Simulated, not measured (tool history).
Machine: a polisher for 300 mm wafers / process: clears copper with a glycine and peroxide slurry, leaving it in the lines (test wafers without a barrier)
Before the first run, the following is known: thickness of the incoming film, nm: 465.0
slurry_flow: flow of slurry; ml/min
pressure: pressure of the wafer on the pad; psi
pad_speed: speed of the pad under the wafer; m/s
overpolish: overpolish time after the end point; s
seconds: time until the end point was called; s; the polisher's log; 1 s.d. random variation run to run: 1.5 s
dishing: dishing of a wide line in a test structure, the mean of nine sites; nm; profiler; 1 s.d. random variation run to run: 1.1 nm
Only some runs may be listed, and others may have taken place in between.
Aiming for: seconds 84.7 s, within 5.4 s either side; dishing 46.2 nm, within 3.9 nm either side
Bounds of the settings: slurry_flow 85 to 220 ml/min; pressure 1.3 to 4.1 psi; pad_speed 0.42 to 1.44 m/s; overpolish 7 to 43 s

{"run": 1, "hour": 0.0, "slurry_flow": 140, "pressure": 2.7, "pad_speed": 0.92, "overpolish": 22, "seconds": 118, "dishing": 51.412}
{"run": 2, "hour": 2.3, "slurry_flow": 140, "pressure": 2.7, "pad_speed": 0.92, "overpolish": 31, "seconds": 114.94, "dishing": 66.06}
{"run": 3, "hour": 3.2, "slurry_flow": 140, "pressure": 2.7, "pad_speed": 1.08, "overpolish": 31, "seconds": 109.94, "dishing": 68.241}
{"run": 4, "hour": 5.8, "slurry_flow": 140, "pressure": 2.8, "pad_speed": 1.1, "overpolish": 27, "seconds": 104.42, "dishing": 66.036}
{"run": 5, "hour": 7.4, "slurry_flow": 140, "pressure": 2.4, "pad_speed": 1.1, "overpolish": 27, "seconds": 112.39, "dishing": 61.537}
{"run": 6, "hour": 15.4, "slurry_flow": 140, "pressure": 2.4, "pad_speed": 1.1, "overpolish": 35, "seconds": 117.63, "dishing": 72.319}
{"run": 7, "hour": 17.1, "slurry_flow": 140, "pressure": 2.5, "pad_speed": 1.12, "overpolish": 30, "seconds": 111.37, "dishing": 66.613}
{"run": 8, "hour": 22.9, "slurry_flow": 140, "pressure": 2.6, "pad_speed": 1.14, "overpolish": 26, "seconds": 104.41, "dishing": 59.75}
{"run": 9, "hour": 27.3, "slurry_flow": 140, "pressure": 2.7, "pad_speed": 1.16, "overpolish": 24, "seconds": 101.3, "dishing": 58.766}
{"run": 10, "hour": 28.3, "slurry_flow": 140, "pressure": 2.8, "pad_speed": 1.18, "overpolish": 22, "seconds": 99.168, "dishing": 60.782}
{"run": 11, "hour": 29.8, "slurry_flow": 180, "pressure": 2.6, "pad_speed": 1.44, "overpolish": 12, "seconds": 86.748, "dishing": 39.944}

Which single option among these 4 for the next run brings every result within its allowed miss of target? Just one does.
{"run": "A", "hour": 31.3, "slurry_flow": 200, "pressure": 2.5, "pad_speed": 1.16, "overpolish": 14, "seconds": "?", "dishing": "?"}
{"run": "B", "hour": 31.3, "slurry_flow": 185, "pressure": 2.8, "pad_speed": 1.34, "overpolish": 14, "seconds": "?", "dishing": "?"}
{"run": "C", "hour": 31.3, "slurry_flow": 160, "pressure": 3.1, "pad_speed": 1.32, "overpolish": 19, "seconds": "?", "dishing": "?"}
{"run": "D", "hour": 31.3, "slurry_flow": 125, "pressure": 4, "pad_speed": 1.44, "overpolish": 14, "seconds": "?", "dishing": "?"}

move=A seconds=98.518 dishing=41.156
move=B seconds=85.368 dishing=46.19
move=C seconds=83.571 dishing=59.41
move=D seconds=71.152 dishing=53.743
A: moves away from the targets compared with the last run
B: hits every target within its allowed miss
C: takes the result that was furthest off past its target
D: takes the result that was furthest off past its target
Move B is the one to make.
